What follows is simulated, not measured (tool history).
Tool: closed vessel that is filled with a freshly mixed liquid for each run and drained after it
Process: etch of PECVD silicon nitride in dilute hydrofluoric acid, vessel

| run | day | temperature setpoint of the liquid (°C) | parts of water to one part of 49 % hydrofluoric acid (parts by volume) | time in the liquid (s) | thickness taken off the PECVD silicon nitride on a monitor wafer (angstrom) |
|---|---|---|---|---|---|
| 1 | 0 | 25 | 275 | 595 | 65.557 |
| 2 | 0.358 | 25 | 275 | 640 | 69.774 |
| 3 | 0.508 | 28 | 275 | 640 | 84.096 |
| 4 | 0.858 | 24.5 | 275 | 640 | 67.949 |
| 5 | 1.188 | 26 | 265 | 640 | 76.156 |
| 6 | 1.212 | 29 | 265 | 640 | 91.499 |
| 7 | 1.358 | 29.5 | 255 | 640 | 99.515 |

Run 8 comes next. What will it give?
| 8 | 1.729 | 30 | 250 | 640 | ? |

{"run 8": {"thickness taken off the PECVD silicon nitride on a monitor wafer (angstrom)": 101.71}}
